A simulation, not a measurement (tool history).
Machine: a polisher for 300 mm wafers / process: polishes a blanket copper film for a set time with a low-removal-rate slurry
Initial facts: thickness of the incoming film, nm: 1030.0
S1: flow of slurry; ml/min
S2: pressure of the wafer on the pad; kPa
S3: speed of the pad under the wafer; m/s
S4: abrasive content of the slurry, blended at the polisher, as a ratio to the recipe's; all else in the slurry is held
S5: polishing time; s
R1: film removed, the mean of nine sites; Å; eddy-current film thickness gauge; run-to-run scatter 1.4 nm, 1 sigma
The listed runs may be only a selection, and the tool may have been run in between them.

Run 1, hour 0: S1 195 ml/min, S2 18.6 kPa, S3 0.96 m/s, S4 1, S5 28 s. Result: R1 836.77 Å.
Run 2, hour 6.5: S1 195 ml/min, S2 14.5 kPa, S3 0.96 m/s, S4 1, S5 28 s. Result: R1 669.8 Å.
Run 3, hour 13: S1 195 ml/min, S2 14.5 kPa, S3 0.96 m/s, S4 0.85, S5 28 s. Result: R1 641.95 Å.
Run 4, hour 19.5: S1 200 ml/min, S2 16.5 kPa, S3 0.98 m/s, S4 0.85, S5 28 s. Result: R1 749.83 Å.
At hour 21.6: head pressure recalibrated.
Run 5, hour 21.6: S1 205 ml/min, S2 18.6 kPa, S3 0.98 m/s, S4 0.85, S5 28 s. Result: R1 764.72 Å.
Run 6, hour 25.6: S1 205 ml/min, S2 18.6 kPa, S3 0.98 m/s, S4 0.75, S5 28 s. Result: R1 756.73 Å.
Run 7, hour 33.1: S1 205 ml/min, S2 20 kPa, S3 1.04 m/s, S4 0.75, S5 28 s. Result: R1 863.15 Å.
Run 8, hour 34.6: S1 205 ml/min, S2 21.4 kPa, S3 1.08 m/s, S4 0.75, S5 28 s. Result: R1 945.66 Å.
Run 9, hour 42.7: S1 205 ml/min, S2 22.8 kPa, S3 1.12 m/s, S4 0.75, S5 28 s. Result: R1 1029.3 Å.
Run 10, hour 48.6: S1 205 ml/min, S2 23.4 kPa, S3 1.16 m/s, S4 0.75, S5 28 s. Result: R1 1105.1 Å.
Run 11, hour 54.4: S1 205 ml/min, S2 24.1 kPa, S3 1.18 m/s, S4 0.75, S5 28 s. Result: R1 1149.2 Å.

Run 12, settings as shown, results not yet in. Your forecast:
Run 12, hour 63.2: S1 205 ml/min, S2 24.8 kPa, S3 1.2 m/s, S4 0.75, S5 28 s. Result: R1 ?.

R1: 1222.7 Å

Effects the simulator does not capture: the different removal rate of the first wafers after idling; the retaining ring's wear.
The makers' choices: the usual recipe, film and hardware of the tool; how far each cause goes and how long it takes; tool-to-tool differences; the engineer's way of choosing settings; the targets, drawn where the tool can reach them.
